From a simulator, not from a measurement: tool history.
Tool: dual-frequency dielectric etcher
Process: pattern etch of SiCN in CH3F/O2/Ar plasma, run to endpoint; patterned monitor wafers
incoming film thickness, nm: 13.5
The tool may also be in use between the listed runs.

{"run": 1, "hour": 0.0, "source power (kW)": 0.48, "bias power (kW)": 0.072, "endpoint time (s)": 31.316}
{"run": 2, "hour": 0.5, "source power (kW)": 0.5, "bias power (kW)": 0.073, "endpoint time (s)": 30.837}
{"run": 3, "hour": 4.1, "source power (kW)": 0.5, "bias power (kW)": 0.08, "endpoint time (s)": 29.829}
{"run": 4, "hour": 10.5, "source power (kW)": 0.51, "bias power (kW)": 0.081, "endpoint time (s)": 29.598}
{"run": 5, "hour": 14.1, "source power (kW)": 0.47, "bias power (kW)": 0.081, "endpoint time (s)": 30.427}
{"run": 6, "hour": 17.7, "source power (kW)": 0.47, "bias power (kW)": 0.074, "endpoint time (s)": 31.32}
{"run": 7, "hour": 25.2, "source power (kW)": 0.49, "bias power (kW)": 0.075, "endpoint time (s)": 31.247}
{"run": 8, "hour": 26.6, "source power (kW)": 0.51, "bias power (kW)": 0.077, "endpoint time (s)": 30.807}
{"run": 9, "hour": 33.8, "source power (kW)": 0.51, "bias power (kW)": 0.081, "endpoint time (s)": 29.644}
{"run": 10, "hour": 35.0, "source power (kW)": 0.52, "bias power (kW)": 0.082, "endpoint time (s)": 29.695}

Forecast run 11:
{"run": 11, "hour": 35.5, "source power (kW)": 0.53, "bias power (kW)": 0.084, "endpoint time (s)": "?"}

Run 11 gave endpoint time (s) 29.336.

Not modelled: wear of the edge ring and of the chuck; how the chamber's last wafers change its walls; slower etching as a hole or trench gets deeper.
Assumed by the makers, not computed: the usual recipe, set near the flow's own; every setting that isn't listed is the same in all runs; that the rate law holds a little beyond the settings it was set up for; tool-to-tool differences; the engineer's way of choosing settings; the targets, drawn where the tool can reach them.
